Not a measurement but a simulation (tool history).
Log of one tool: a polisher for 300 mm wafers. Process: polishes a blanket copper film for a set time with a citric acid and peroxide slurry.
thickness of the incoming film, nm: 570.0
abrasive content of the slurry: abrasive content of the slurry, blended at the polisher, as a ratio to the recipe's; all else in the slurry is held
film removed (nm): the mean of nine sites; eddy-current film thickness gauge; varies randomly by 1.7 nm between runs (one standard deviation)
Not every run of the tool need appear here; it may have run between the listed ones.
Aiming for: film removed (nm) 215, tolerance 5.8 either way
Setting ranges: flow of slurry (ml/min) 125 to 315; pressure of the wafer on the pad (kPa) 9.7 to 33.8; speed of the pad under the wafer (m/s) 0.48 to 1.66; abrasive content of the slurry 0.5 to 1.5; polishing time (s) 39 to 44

| run | day | flow of slurry (ml/min) | pressure of the wafer on the pad (kPa) | speed of the pad under the wafer (m/s) | abrasive content of the slurry | polishing time (s) | film removed (nm) |
|---|---|---|---|---|---|---|---|
| 1 | 0 | 205 | 21.4 | 1.06 | 1 | 44 | 118.67 |
| 2 | 0.325 | 175 | 21.4 | 1.06 | 1 | 44 | 116.43 |
| 3 | 0.7 | 175 | 21.4 | 0.96 | 1 | 44 | 107 |
| 4 | 1.058 | 175 | 21.4 | 0.96 | 0.85 | 44 | 101.09 |
| 5 | 1.108 | 180 | 24.8 | 1.02 | 0.85 | 44 | 124.24 |
| 6 | 1.296 | 180 | 24.8 | 1.02 | 1.05 | 44 | 130.84 |
| 7 | 1.6 | 180 | 24.8 | 1.02 | 1.05 | 44 | 129.62 |
| 8 | 1.629 | 190 | 27.6 | 1.06 | 1.05 | 44 | 153.21 |
| 9 | 1.671 | 200 | 29.6 | 1.08 | 1.05 | 44 | 165.59 |
| 10 | 1.962 | 200 | 31 | 1.12 | 1.05 | 44 | 181.29 |
| 11 | 2.317 | 200 | 31.7 | 1.14 | 1.05 | 44 | 190.92 |
| 12 | 2.458 | 200 | 32.4 | 1.16 | 1.05 | 44 | 194.58 |
| 13 | 2.558 | 200 | 32.4 | 1.16 | 1.05 | 44 | 195.29 |
| 14 | 2.625 | 205 | 33.1 | 1.18 | 1.05 | 44 | 204.03 |

Next run, 4 choices. One meets every target within its allowed miss, the rest don't. Which?
| A | 2.692 | 200 | 33.8 | 1.16 | 1.1 | 42 | ? |
| B | 2.692 | 215 | 31 | 1.52 | 1 | 39 | ? |
| C | 2.692 | 225 | 33.8 | 1.12 | 1.05 | 44 | ? |
| D | 2.692 | 170 | 33.1 | 1.32 | 0.85 | 40 | ? |

| move | film removed (nm) |
|---|---|
| A | 195.07 |
| B | 214.94 |
| C | 198.62 |
| D | 190.56 |
A: misses by more than the last run did
B: all results in spec
C: misses by more than the last run did
D: misses by more than the last run did
The move that meets every target is B.

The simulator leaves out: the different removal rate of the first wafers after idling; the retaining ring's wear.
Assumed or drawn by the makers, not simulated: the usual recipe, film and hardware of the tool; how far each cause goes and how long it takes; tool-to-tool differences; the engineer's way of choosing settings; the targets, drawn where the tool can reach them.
